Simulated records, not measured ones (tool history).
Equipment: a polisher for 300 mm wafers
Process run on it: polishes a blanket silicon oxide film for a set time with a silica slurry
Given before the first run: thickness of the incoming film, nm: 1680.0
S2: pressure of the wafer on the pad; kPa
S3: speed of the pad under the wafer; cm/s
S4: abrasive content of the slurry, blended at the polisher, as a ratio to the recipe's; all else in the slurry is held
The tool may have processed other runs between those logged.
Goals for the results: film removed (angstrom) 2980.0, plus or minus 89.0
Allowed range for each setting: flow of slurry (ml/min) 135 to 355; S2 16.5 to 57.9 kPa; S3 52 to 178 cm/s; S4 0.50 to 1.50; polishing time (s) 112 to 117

Run 1, day 0.000: flow of slurry (ml/min) 225, S2 37.2 kPa, S3 114 cm/s, S4 1.00, polishing time (s) 112. Result: film removed (angstrom) 4557.1.
Run 2, day 0.292: flow of slurry (ml/min) 225, S2 35.2 kPa, S3 114 cm/s, S4 1.00, polishing time (s) 112. Result: film removed (angstrom) 4270.9.
Run 3, day 0.412: flow of slurry (ml/min) 225, S2 33.1 kPa, S3 114 cm/s, S4 1.00, polishing time (s) 112. Result: film removed (angstrom) 4051.7.
Run 4, day 0.700: flow of slurry (ml/min) 225, S2 31.7 kPa, S3 114 cm/s, S4 1.00, polishing time (s) 112. Result: film removed (angstrom) 3909.7.
Run 5, day 0.892: flow of slurry (ml/min) 225, S2 36.5 kPa, S3 114 cm/s, S4 1.00, polishing time (s) 112. Result: film removed (angstrom) 4447.5.
Run 6, day 1.117: flow of slurry (ml/min) 225, S2 34.5 kPa, S3 114 cm/s, S4 1.00, polishing time (s) 112. Result: film removed (angstrom) 4188.4.
Run 7, day 1.233: flow of slurry (ml/min) 225, S2 32.4 kPa, S3 114 cm/s, S4 1.00, polishing time (s) 112. Result: film removed (angstrom) 3981.7.
Run 8, day 1.312: flow of slurry (ml/min) 225, S2 31.0 kPa, S3 114 cm/s, S4 1.00, polishing time (s) 112. Result: film removed (angstrom) 3820.6.
Run 9, day 1.462: flow of slurry (ml/min) 215, S2 20.7 kPa, S3 112 cm/s, S4 1.00, polishing time (s) 112. Result: film removed (angstrom) 2575.1.
Run 10, day 1.646: flow of slurry (ml/min) 270, S2 24.8 kPa, S3 112 cm/s, S4 1.00, polishing time (s) 112. Result: film removed (angstrom) 3129.6.
Run 11, day 2.000: flow of slurry (ml/min) 265, S2 24.8 kPa, S3 112 cm/s, S4 1.00, polishing time (s) 112. Result: film removed (angstrom) 3137.1.
Run 12, day 2.338: flow of slurry (ml/min) 260, S2 24.8 kPa, S3 112 cm/s, S4 1.00, polishing time (s) 112. Result: film removed (angstrom) 3182.7.
Run 13, day 2.625: flow of slurry (ml/min) 255, S2 24.8 kPa, S3 112 cm/s, S4 1.00, polishing time (s) 112. Result: film removed (angstrom) 3098.2.
Run 14, day 2.833: flow of slurry (ml/min) 250, S2 24.8 kPa, S3 112 cm/s, S4 1.00, polishing time (s) 112. Result: film removed (angstrom) 3136.1.
Run 15, day 2.933: flow of slurry (ml/min) 250, S2 24.8 kPa, S3 112 cm/s, S4 1.00, polishing time (s) 112. Result: film removed (angstrom) 3080.4.
Run 16, day 3.183: flow of slurry (ml/min) 245, S2 24.8 kPa, S3 112 cm/s, S4 1.00, polishing time (s) 112. Result: film removed (angstrom) 3084.6.
Run 17, day 3.446: flow of slurry (ml/min) 240, S2 24.8 kPa, S3 112 cm/s, S4 1.00, polishing time (s) 112. Result: film removed (angstrom) 3125.2.

5 next moves are on the table. One of them brings every result within its allowed miss. Which?
Run A, day 3.708: flow of slurry (ml/min) 250, S2 24.8 kPa, S3 118 cm/s, S4 0.95, polishing time (s) 114. Result: film removed (angstrom) ?.
Run B, day 3.708: flow of slurry (ml/min) 255, S2 25.5 kPa, S3 100 cm/s, S4 1.05, polishing time (s) 112. Result: film removed (angstrom) ?.
Run C, day 3.708: flow of slurry (ml/min) 260, S2 25.5 kPa, S3 120 cm/s, S4 0.95, polishing time (s) 117. Result: film removed (angstrom) ?.
Run D, day 3.708: flow of slurry (ml/min) 310, S2 31.0 kPa, S3 90 cm/s, S4 1.00, polishing time (s) 112. Result: film removed (angstrom) ?.
Run E, day 3.708: flow of slurry (ml/min) 200, S2 24.1 kPa, S3 124 cm/s, S4 0.95, polishing time (s) 117. Result: film removed (angstrom) ?.

move  film removed (angstrom)
   A                   3216.9
   B                   3033.5
   C                   3445.1
   D                   3296.9
   E                   3252.8
A: misses by more than the last run did
B: meets every target
C: misses by more than the last run did
D: misses by more than the last run did
E: misses by more than the last run did
Answer: B
